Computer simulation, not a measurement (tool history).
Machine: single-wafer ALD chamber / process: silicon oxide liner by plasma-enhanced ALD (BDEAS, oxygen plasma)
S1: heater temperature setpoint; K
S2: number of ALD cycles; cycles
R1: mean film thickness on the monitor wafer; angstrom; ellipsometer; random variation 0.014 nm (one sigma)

run 1 hour=0 | S1=588.15 S2=61 | R1=59.731
run 2 hour=2.4 | S1=588.15 S2=67 | R1=65.166
run 3 hour=6.8 | S1=588.15 S2=62 | R1=60.47
run 4 hour=12.3 | S1=588.15 S2=60 | R1=58.58
run 5 hour=14.6 | S1=588.15 S2=58 | R1=56.393
run 6 hour=21.3 | S1=580.15 S2=58 | R1=57.144

Run 7 is up next; what results do you expect?
run 7 hour=26.3 | S1=580.15 S2=57 | R1=?

Run 7 gave R1 55.978 angstrom.

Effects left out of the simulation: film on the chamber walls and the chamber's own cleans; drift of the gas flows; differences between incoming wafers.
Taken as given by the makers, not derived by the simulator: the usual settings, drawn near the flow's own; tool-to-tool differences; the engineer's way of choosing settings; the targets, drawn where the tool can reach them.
